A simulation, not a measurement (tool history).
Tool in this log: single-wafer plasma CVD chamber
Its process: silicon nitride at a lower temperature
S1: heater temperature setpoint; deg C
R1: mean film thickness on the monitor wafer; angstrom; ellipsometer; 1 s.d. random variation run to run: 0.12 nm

Run 1, hour 0.0: S1 370 deg C, chamber pressure (Pa) 177, RF power (W) 400, deposition time (s) 21.1. Result: R1 263.01 angstrom.
Run 2, hour 3.6: S1 370 deg C, chamber pressure (Pa) 167, RF power (W) 390, deposition time (s) 21.1. Result: R1 252.52 angstrom.
Run 3, hour 7.2: S1 375 deg C, chamber pressure (Pa) 167, RF power (W) 390, deposition time (s) 21.1. Result: R1 252.00 angstrom.
Run 4, hour 12.2: S1 375 deg C, chamber pressure (Pa) 157, RF power (W) 385, deposition time (s) 21.1. Result: R1 242.77 angstrom.
Run 5, hour 18.9: S1 375 deg C, chamber pressure (Pa) 157, RF power (W) 440, deposition time (s) 21.1. Result: R1 266.45 angstrom.
Run 6, hour 21.8: S1 375 deg C, chamber pressure (Pa) 148, RF power (W) 430, deposition time (s) 21.1. Result: R1 257.14 angstrom.
Run 7, hour 30.8: S1 375 deg C, chamber pressure (Pa) 140, RF power (W) 420, deposition time (s) 21.1. Result: R1 246.29 angstrom.
Run 8, hour 35.8: S1 375 deg C, chamber pressure (Pa) 135, RF power (W) 415, deposition time (s) 21.1. Result: R1 236.82 angstrom.
Run 9, hour 43.5: S1 375 deg C, chamber pressure (Pa) 131, RF power (W) 415, deposition time (s) 21.1. Result: R1 235.14 angstrom.

Estimate the outcome of run 10 from the log above:
Run 10, hour 48.2: S1 375 deg C, chamber pressure (Pa) 127, RF power (W) 415, deposition time (s) 21.1. Result: R1 ?.

Run 10 measured R1 231.85 angstrom.
